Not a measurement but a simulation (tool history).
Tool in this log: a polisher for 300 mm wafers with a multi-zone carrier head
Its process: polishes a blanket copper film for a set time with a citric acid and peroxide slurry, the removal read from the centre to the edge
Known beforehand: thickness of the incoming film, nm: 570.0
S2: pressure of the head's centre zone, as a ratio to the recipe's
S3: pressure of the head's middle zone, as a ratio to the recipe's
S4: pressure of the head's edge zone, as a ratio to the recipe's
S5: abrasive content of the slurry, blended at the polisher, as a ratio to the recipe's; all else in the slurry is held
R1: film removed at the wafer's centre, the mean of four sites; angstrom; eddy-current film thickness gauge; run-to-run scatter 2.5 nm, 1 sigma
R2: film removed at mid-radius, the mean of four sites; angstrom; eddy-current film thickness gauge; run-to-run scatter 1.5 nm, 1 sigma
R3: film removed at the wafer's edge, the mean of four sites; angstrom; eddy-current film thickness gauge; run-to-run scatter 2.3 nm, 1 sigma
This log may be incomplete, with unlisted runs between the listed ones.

{"run": 1, "hour": 0.0, "flow of slurry (ml/min)": 210, "S2": 1, "S3": 1, "S4": 1, "S5": 1, "polishing time (s)": 54, "R1": 1336.6, "R2": 1330.9, "R3": 1314.5}
{"run": 2, "hour": 4.2, "flow of slurry (ml/min)": 210, "S2": 1, "S3": 1.04, "S4": 1, "S5": 1, "polishing time (s)": 54, "R1": 1332.6, "R2": 1358.4, "R3": 1301}
{"run": 3, "hour": 6.0, "flow of slurry (ml/min)": 215, "S2": 1.02, "S3": 1.02, "S4": 1.02, "S5": 1.05, "polishing time (s)": 55, "R1": 1417.8, "R2": 1360.2, "R3": 1386.1}
{"run": 4, "hour": 12.7, "flow of slurry (ml/min)": 215, "S2": 1.02, "S3": 1.02, "S4": 0.98, "S5": 1.05, "polishing time (s)": 55, "R1": 1379.4, "R2": 1387.2, "R3": 1345.9}
{"run": 5, "hour": 17.7, "flow of slurry (ml/min)": 220, "S2": 1.04, "S3": 1.03, "S4": 1, "S5": 1.1, "polishing time (s)": 56, "R1": 1492, "R2": 1435.5, "R3": 1379.7}
{"run": 6, "hour": 26.3, "flow of slurry (ml/min)": 220, "S2": 1.04, "S3": 1.09, "S4": 1, "S5": 1.1, "polishing time (s)": 56, "R1": 1500.5, "R2": 1477.3, "R3": 1422}
{"run": 7, "hour": 27.9, "flow of slurry (ml/min)": 220, "S2": 1.05, "S3": 1.09, "S4": 1.03, "S5": 1.15, "polishing time (s)": 56, "R1": 1531.5, "R2": 1524.5, "R3": 1435}

For run 8, what comes out?
{"run": 8, "hour": 30.2, "flow of slurry (ml/min)": 225, "S2": 1.06, "S3": 1.05, "S4": 1.05, "S5": 1.2, "polishing time (s)": 57, "R1": "?", "R2": "?", "R3": "?"}

{"run 8": {"R1": 1557.4, "R2": 1516.8, "R3": 1470.3}}
